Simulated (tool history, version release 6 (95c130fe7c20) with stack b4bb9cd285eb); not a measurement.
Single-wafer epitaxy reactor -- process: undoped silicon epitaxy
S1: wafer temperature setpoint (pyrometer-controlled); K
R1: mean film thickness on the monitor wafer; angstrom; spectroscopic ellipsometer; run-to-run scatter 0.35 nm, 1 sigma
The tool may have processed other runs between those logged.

Run 1, day 0.000: S1 918.15 K, deposition time (s) 446. Result: R1 633.00 angstrom.
Run 2, day 0.154: S1 918.15 K, deposition time (s) 414. Result: R1 585.45 angstrom.
Run 3, day 0.346: S1 918.15 K, deposition time (s) 390. Result: R1 552.96 angstrom.
Run 4, day 0.579: S1 914.15 K, deposition time (s) 390. Result: R1 505.10 angstrom.
Run 5, day 0.892: S1 914.15 K, deposition time (s) 336. Result: R1 434.35 angstrom.
Run 6, day 1.158: S1 919.15 K, deposition time (s) 336. Result: R1 486.91 angstrom.
Run 7, day 1.392: S1 931.15 K, deposition time (s) 344. Result: R1 642.46 angstrom.
Run 8, day 1.433: S1 934.15 K, deposition time (s) 345. Result: R1 689.66 angstrom.

Forecast run 9:
Run 9, day 1.612: S1 936.15 K, deposition time (s) 346. Result: R1 ?.

Run 9 yielded R1 727.92 angstrom.
